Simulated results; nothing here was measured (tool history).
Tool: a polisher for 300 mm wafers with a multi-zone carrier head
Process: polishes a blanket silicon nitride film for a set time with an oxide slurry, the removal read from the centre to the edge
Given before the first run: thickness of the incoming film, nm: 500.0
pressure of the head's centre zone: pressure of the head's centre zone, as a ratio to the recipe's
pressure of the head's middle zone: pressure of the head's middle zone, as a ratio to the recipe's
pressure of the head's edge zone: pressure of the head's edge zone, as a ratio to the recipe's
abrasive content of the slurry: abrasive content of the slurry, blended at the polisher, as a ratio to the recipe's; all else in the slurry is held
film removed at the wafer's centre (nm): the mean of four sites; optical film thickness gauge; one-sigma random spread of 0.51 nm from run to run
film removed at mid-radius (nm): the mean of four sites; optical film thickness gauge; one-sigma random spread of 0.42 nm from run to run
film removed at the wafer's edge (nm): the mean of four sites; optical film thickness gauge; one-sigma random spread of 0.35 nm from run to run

run	hour	flow of slurry (ml/min)	pressure of the head's centre zone	pressure of the head's middle zone	pressure of the head's edge zone	abrasive content of the slurry	polishing time (s)	film removed at the wafer's centre (nm)	film removed at mid-radius (nm)	film removed at the wafer's edge (nm)
1	0.0	315	1.00	1.00	1.00	1.00	56	64.364	65.035	66.295
2	3.4	310	0.95	1.00	0.97	0.85	54	56.733	58.483	59.275
3	5.4	245	0.95	1.00	0.97	0.85	54	51.925	55.991	57.708
4	8.3	200	0.95	1.00	0.97	0.85	54	51.102	54.585	56.885
5	11.5	205	0.92	1.02	0.95	0.75	53	45.518	51.467	52.037
# hour 15.2: slurry nozzle cleaned
6	15.2	240	0.92	1.02	0.95	0.75	53	51.250	55.941	55.976
7	17.4	225	0.89	1.04	0.95	0.70	49	43.737	50.352	49.391

What will run 8 give?
8	23.6	215	0.87	1.05	0.94	0.65	48	?	?	?

{"run 8": {"film removed at the wafer's centre (nm)": 39.98, "film removed at mid-radius (nm)": 48.958, "film removed at the wafer's edge (nm)": 47.635}}

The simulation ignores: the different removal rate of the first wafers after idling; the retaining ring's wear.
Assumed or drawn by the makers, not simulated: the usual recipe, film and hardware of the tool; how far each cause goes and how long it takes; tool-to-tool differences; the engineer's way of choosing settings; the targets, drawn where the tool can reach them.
